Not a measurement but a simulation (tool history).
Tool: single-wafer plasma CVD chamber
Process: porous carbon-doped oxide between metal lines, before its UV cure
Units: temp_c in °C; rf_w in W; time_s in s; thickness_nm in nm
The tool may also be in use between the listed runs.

Run 1, hour 0: temp_c 280 °C, rf_w 410 W, time_s 38.9 s. Result: thickness_nm 191.83 nm.
Run 2, hour 1.5: temp_c 287 °C, rf_w 410 W, time_s 38.9 s. Result: thickness_nm 182.79 nm.
Run 3, hour 5.9: temp_c 296 °C, rf_w 410 W, time_s 38.9 s. Result: thickness_nm 172.83 nm.
Run 4, hour 7.9: temp_c 297 °C, rf_w 395 W, time_s 38.9 s. Result: thickness_nm 165.01 nm.
At hour 14.6: thermocouple changed; heater temperature recalibrated.
Run 5, hour 14.6: temp_c 302 °C, rf_w 395 W, time_s 38.9 s. Result: thickness_nm 164.2 nm.
Run 6, hour 20.5: temp_c 302 °C, rf_w 355 W, time_s 38.9 s. Result: thickness_nm 148.22 nm.

The next listed run, before its measurement:
Run 7, hour 27.2: temp_c 302 °C, rf_w 350 W, time_s 38.9 s. Result: thickness_nm ?.

Run 7 gave thickness_nm 147.2 nm.
